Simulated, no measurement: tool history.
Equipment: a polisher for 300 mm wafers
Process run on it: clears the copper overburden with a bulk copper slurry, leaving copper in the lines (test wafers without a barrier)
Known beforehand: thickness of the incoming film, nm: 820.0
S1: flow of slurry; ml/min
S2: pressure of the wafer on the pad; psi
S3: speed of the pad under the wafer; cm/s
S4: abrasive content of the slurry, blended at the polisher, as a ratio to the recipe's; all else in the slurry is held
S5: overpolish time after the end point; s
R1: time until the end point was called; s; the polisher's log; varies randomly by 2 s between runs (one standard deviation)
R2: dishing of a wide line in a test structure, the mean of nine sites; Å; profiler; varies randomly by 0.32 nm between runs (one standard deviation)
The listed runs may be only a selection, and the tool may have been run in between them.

run 1 hour=0 | S1=135 S2=1.6 S3=96 S4=1 S5=18 | R1=213.13 R2=419.96
run 2 hour=2.4 | S1=135 S2=1.6 S3=96 S4=1 S5=15 | R1=211.68 R2=360.32
run 3 hour=6.3 | S1=135 S2=1.6 S3=88 S4=1 S5=15 | R1=227.59 R2=345.53
run 4 hour=11.7 | S1=135 S2=1.4 S3=88 S4=1 S5=15 | R1=247.49 R2=317.26
run 5 hour=15.2 | S1=135 S2=1.4 S3=88 S4=1 S5=20 | R1=247.72 R2=397.99
run 6 hour=17.9 | S1=160 S2=1.4 S3=88 S4=1 S5=20 | R1=239.82 R2=409.11
-- hour=24 head pressure recalibrated
run 7 hour=24 | S1=165 S2=1.5 S3=90 S4=1 S5=17 | R1=213.03 R2=399.81
run 8 hour=26.7 | S1=175 S2=1.5 S3=92 S4=1 S5=14 | R1=204.39 R2=352.08

Run 9 has not been measured yet. What should we expect?
run 9 hour=34.8 | S1=190 S2=1.7 S3=94 S4=1 S5=7 | R1=? R2=?

{"run 9": {"R1": 180.66, "R2": 211.28}}
